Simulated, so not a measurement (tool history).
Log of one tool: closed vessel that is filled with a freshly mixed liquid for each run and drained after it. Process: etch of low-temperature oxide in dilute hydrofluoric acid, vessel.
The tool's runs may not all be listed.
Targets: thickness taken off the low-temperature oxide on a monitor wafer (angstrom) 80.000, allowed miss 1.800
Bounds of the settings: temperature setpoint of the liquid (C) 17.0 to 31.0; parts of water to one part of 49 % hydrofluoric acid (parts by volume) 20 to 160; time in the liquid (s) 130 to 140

run,hour,temperature setpoint of the liquid (C),parts of water to one part of 49 % hydrofluoric acid (parts by volume),time in the liquid (s),thickness taken off the low-temperature oxide on a monitor wafer (angstrom)
1,0.0,23.0,90,130,151.460
2,1.0,23.0,90,140,160.640
3,6.1,21.5,100,140,136.140
4,6.9,20.5,105,140,122.980
5,10.8,24.0,105,140,142.170
6,17.3,24.0,105,130,130.980
7,22.4,22.5,110,130,117.180
8,27.6,21.0,115,130,105.620
9,36.4,20.0,120,130,96.836
10,41.5,19.5,120,130,94.961
11,46.3,19.0,120,130,93.511
12,46.9,18.5,120,130,91.162
13,49.7,18.0,120,130,89.507
14,54.7,17.5,125,130,83.363
15,56.8,17.0,125,130,82.182

Which of these 4 next moves meets every target?
A,58.9,17.5,130,140,?
B,58.9,17.0,135,140,?
C,58.9,17.0,130,140,?
D,58.9,17.0,120,130,?

move,thickness taken off the low-temperature oxide on a monitor wafer (angstrom)
A,85.804
B,80.542
C,84.069
D,85.449
A: further off than the last run
B: meets every target
C: further off than the last run
D: further off than the last run
Move B is the one to make.
